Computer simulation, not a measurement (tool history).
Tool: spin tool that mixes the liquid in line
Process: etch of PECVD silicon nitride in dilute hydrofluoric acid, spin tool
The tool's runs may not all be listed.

run    day  temperature setpoint of the liquid (C)  parts of water to one part of 49 % hydrofluoric acid (parts by volume)  time under the liquid (s)  thickness taken off the PECVD silicon nitride on a monitor wafer (Å)
  1  0.000                                    23.0                                                                     115                        275                                                                47.071
  2  0.254                                    23.0                                                                     135                        275                                                                40.403
  3  0.421                                    23.0                                                                     160                        275                                                                34.512
  4  0.725                                    23.0                                                                     125                        275                                                                44.594
  5  1.008                                    23.0                                                                     160                        275                                                                34.319
  6  1.246                                    25.5                                                                     160                        275                                                                40.372
     1.521  -- hydrofluoric acid flow meter replaced
  7  1.521                                    25.0                                                                     160                        275                                                                36.818

Forecast run 8:
  8  1.742                                    24.5                                                                     160                        275                                                                     ?

thickness taken off the PECVD silicon nitride on a monitor wafer (Å): 35.765

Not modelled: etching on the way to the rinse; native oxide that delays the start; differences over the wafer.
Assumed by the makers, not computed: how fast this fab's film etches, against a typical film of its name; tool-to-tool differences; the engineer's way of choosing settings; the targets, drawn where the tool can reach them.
